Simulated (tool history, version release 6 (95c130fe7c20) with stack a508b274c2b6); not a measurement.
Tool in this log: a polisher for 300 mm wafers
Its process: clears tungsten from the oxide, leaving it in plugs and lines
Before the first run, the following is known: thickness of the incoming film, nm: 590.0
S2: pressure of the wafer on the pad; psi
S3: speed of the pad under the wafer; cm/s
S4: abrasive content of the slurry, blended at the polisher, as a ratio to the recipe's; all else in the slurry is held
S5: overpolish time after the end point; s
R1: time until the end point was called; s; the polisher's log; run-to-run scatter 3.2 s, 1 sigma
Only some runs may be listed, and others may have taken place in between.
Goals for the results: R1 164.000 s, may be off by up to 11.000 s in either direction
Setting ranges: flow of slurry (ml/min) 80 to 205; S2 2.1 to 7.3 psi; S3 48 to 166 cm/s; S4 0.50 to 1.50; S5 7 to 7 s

{"run": 1, "hour": 0.0, "flow of slurry (ml/min)": 135, "S2": 4.7, "S3": 106, "S4": 1.0, "S5": 7, "R1": 94.451}
{"run": 2, "hour": 4.1, "flow of slurry (ml/min)": 135, "S2": 4.7, "S3": 116, "S4": 1.0, "S5": 7, "R1": 87.819}
{"run": 3, "hour": 7.7, "flow of slurry (ml/min)": 135, "S2": 4.4, "S3": 114, "S4": 1.0, "S5": 7, "R1": 96.303}
{"run": 4, "hour": 10.1, "flow of slurry (ml/min)": 135, "S2": 4.1, "S3": 114, "S4": 1.0, "S5": 7, "R1": 101.05}
{"run": 5, "hour": 17.9, "flow of slurry (ml/min)": 135, "S2": 5.0, "S3": 114, "S4": 1.0, "S5": 7, "R1": 85.78}
{"run": 6, "hour": 24.1, "flow of slurry (ml/min)": 135, "S2": 4.6, "S3": 112, "S4": 1.0, "S5": 7, "R1": 90.104}
{"run": 7, "hour": 26.8, "flow of slurry (ml/min)": 135, "S2": 4.3, "S3": 110, "S4": 1.0, "S5": 7, "R1": 99.695}
{"run": 8, "hour": 35.4, "flow of slurry (ml/min)": 135, "S2": 4.0, "S3": 108, "S4": 1.0, "S5": 7, "R1": 111.67}
{"run": 9, "hour": 39.3, "flow of slurry (ml/min)": 135, "S2": 3.8, "S3": 108, "S4": 1.0, "S5": 7, "R1": 114.5}
{"run": 10, "hour": 42.8, "flow of slurry (ml/min)": 135, "S2": 3.6, "S3": 108, "S4": 1.0, "S5": 7, "R1": 118.91}

Pick the move, out of 4, that brings all results within their allowed miss; only one does.
{"run": "A", "hour": 46.3, "flow of slurry (ml/min)": 105, "S2": 4.2, "S3": 154, "S4": 1.15, "S5": 7, "R1": "?"}
{"run": "B", "hour": 46.3, "flow of slurry (ml/min)": 125, "S2": 4.6, "S3": 150, "S4": 1.0, "S5": 7, "R1": "?"}
{"run": "C", "hour": 46.3, "flow of slurry (ml/min)": 140, "S2": 3.0, "S3": 90, "S4": 1.0, "S5": 7, "R1": "?"}
{"run": "D", "hour": 46.3, "flow of slurry (ml/min)": 155, "S2": 4.6, "S3": 128, "S4": 1.0, "S5": 7, "R1": "?"}

move=A R1=79.342
move=B R1=73.388
move=C R1=172.630
move=D R1=81.409
A: the biggest miss grows against the last run
B: the biggest miss grows against the last run
C: every result lands within tolerance
D: the biggest miss grows against the last run
Answer: C
